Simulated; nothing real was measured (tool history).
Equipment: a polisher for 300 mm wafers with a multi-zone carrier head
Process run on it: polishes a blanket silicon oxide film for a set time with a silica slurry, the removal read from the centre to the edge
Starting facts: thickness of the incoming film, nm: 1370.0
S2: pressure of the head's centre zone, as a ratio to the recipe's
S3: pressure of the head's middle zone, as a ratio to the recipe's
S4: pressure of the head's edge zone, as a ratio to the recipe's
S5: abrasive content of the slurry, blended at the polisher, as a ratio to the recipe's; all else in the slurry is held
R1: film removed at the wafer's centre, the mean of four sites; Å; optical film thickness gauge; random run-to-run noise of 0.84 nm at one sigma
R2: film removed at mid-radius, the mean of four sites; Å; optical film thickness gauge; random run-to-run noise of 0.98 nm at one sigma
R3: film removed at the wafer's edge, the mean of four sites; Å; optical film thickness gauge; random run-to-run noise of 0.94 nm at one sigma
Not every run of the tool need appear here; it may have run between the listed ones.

{"run": 1, "hour": 0.0, "flow of slurry (ml/min)": 240, "S2": 1.0, "S3": 1.0, "S4": 1.0, "S5": 1.0, "polishing time (s)": 52, "R1": 1148.7, "R2": 1157.6, "R3": 1140.3}
{"run": 2, "hour": 6.3, "flow of slurry (ml/min)": 185, "S2": 1.0, "S3": 1.0, "S4": 1.0, "S5": 1.0, "polishing time (s)": 52, "R1": 1116.7, "R2": 1106.0, "R3": 1101.6}
{"run": 3, "hour": 10.0, "flow of slurry (ml/min)": 200, "S2": 1.0, "S3": 1.01, "S4": 1.0, "S5": 1.0, "polishing time (s)": 52, "R1": 1111.3, "R2": 1143.1, "R3": 1119.2}
{"run": 4, "hour": 17.7, "flow of slurry (ml/min)": 200, "S2": 1.0, "S3": 1.06, "S4": 1.0, "S5": 1.0, "polishing time (s)": 52, "R1": 1122.1, "R2": 1202.8, "R3": 1113.7}
{"run": 5, "hour": 20.5, "flow of slurry (ml/min)": 215, "S2": 1.01, "S3": 1.06, "S4": 1.0, "S5": 1.0, "polishing time (s)": 52, "R1": 1129.4, "R2": 1214.8, "R3": 1132.4}
{"run": 6, "hour": 27.7, "flow of slurry (ml/min)": 225, "S2": 1.02, "S3": 1.06, "S4": 1.0, "S5": 1.0, "polishing time (s)": 52, "R1": 1172.4, "R2": 1197.1, "R3": 1135.9}
{"run": 7, "hour": 32.1, "flow of slurry (ml/min)": 235, "S2": 1.02, "S3": 1.07, "S4": 1.0, "S5": 1.0, "polishing time (s)": 52, "R1": 1153.3, "R2": 1218.6, "R3": 1145.8}
{"run": 8, "hour": 37.8, "flow of slurry (ml/min)": 245, "S2": 1.03, "S3": 1.08, "S4": 1.0, "S5": 1.0, "polishing time (s)": 52, "R1": 1195.3, "R2": 1232.3, "R3": 1148.9}
{"run": 9, "hour": 39.0, "flow of slurry (ml/min)": 255, "S2": 1.03, "S3": 1.09, "S4": 1.0, "S5": 1.0, "polishing time (s)": 52, "R1": 1169.6, "R2": 1267.8, "R3": 1143.9}
{"run": 10, "hour": 47.9, "flow of slurry (ml/min)": 255, "S2": 1.03, "S3": 1.09, "S4": 1.0, "S5": 1.0, "polishing time (s)": 52, "R1": 1183.4, "R2": 1264.2, "R3": 1150.9}
{"run": 11, "hour": 53.2, "flow of slurry (ml/min)": 265, "S2": 1.03, "S3": 1.09, "S4": 1.0, "S5": 1.0, "polishing time (s)": 52, "R1": 1214.6, "R2": 1269.8, "R3": 1153.1}
{"run": 12, "hour": 55.2, "flow of slurry (ml/min)": 270, "S2": 1.03, "S3": 1.09, "S4": 1.01, "S5": 1.0, "polishing time (s)": 52, "R1": 1190.3, "R2": 1252.0, "R3": 1133.9}

What will run 13 give?
{"run": 13, "hour": 62.2, "flow of slurry (ml/min)": 265, "S2": 1.03, "S3": 1.09, "S4": 1.0, "S5": 1.0, "polishing time (s)": 52, "R1": "?", "R2": "?", "R3": "?"}

Run 13 gave R1 1183.3 Å, R2 1257.8 Å, R3 1163.6 Å.
